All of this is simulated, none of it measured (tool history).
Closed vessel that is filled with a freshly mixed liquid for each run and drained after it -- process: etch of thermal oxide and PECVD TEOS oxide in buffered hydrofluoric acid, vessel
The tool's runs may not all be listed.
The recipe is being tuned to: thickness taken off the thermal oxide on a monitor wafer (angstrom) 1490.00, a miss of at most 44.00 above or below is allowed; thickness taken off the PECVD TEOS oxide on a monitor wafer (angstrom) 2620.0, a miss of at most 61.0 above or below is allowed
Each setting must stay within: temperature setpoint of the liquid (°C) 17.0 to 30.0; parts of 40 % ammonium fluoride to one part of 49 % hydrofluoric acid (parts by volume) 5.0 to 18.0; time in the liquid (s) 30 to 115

run,day,temperature setpoint of the liquid (°C),parts of 40 % ammonium fluoride to one part of 49 % hydrofluoric acid (parts by volume),time in the liquid (s),thickness taken off the thermal oxide on a monitor wafer (angstrom),thickness taken off the PECVD TEOS oxide on a monitor wafer (angstrom)
1,0.000,22.0,11.0,60,616.89,1072.5
2,0.067,23.0,10.5,60,674.27,1198.4
3,0.404,23.5,10.0,60,734.38,1284.6
4,0.621,23.5,10.0,70,853.12,1500.3
5,0.988,24.0,9.5,70,902.14,1576.1
6,1.158,24.0,7.0,70,1235.40,2151.7
7,1.183,24.5,7.0,70,1272.60,2217.4
8,1.554,25.0,7.0,70,1301.30,2280.2
9,1.833,25.5,7.0,70,1334.80,2328.1
10,1.933,27.0,7.0,70,1451.50,2513.9
11,2.262,27.0,7.0,70,1436.90,2548.4

4 candidate next runs follow, results not yet known. Just one meets every target within its allowed miss. Identify it.
A,2.592,28.5,9.5,90,?,?
B,2.592,25.5,7.5,80,?,?
C,2.592,22.5,7.0,85,?,?
D,2.592,24.5,8.5,95,?,?

move,thickness taken off the thermal oxide on a monitor wafer (angstrom),thickness taken off the PECVD TEOS oxide on a monitor wafer (angstrom)
A,1484.90,2603.0
B,1417.20,2484.2
C,1377.60,2414.9
D,1392.30,2440.5
A: meets every target
B: the biggest miss grows against the last run
C: the biggest miss grows against the last run
D: the biggest miss grows against the last run
The move that meets every target is A.
